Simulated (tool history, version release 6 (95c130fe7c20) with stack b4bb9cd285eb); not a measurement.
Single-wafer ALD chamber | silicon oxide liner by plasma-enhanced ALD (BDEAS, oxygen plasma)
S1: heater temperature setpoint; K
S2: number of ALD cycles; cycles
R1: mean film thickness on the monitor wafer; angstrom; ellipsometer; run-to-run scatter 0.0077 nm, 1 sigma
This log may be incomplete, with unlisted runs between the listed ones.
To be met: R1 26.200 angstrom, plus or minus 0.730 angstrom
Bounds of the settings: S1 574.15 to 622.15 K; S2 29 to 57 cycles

run  hour      S1  S2      R1
  1   0.0  598.15  43  34.588
  2   4.4  599.15  40  32.269
  3   8.2  599.15  38  30.618
  4  13.9  599.15  37  29.552
  5  21.6  599.15  40  31.870
  6  24.9  600.15  38  30.571
  7  27.8  600.15  37  29.552
  8  32.7  600.15  36  28.899
  9  33.8  601.15  30  23.962
 10  37.0  601.15  31  24.955

Which of these 4 next moves meets every target?
  A  40.2  622.15  29   ?
  B  40.2  592.15  31   ?
  C  40.2  598.15  35   ?
  D  40.2  603.15  33   ?

move      R1
   A  22.504
   B  25.005
   C  28.017
   D  26.248
A: lands further from the targets than the last run did
B: neither nearer nor further off than the last run
C: the result that was furthest off in the last run now lies on the other side of its target
D: all results land within tolerance of their targets
Go with D: it meets all targets.
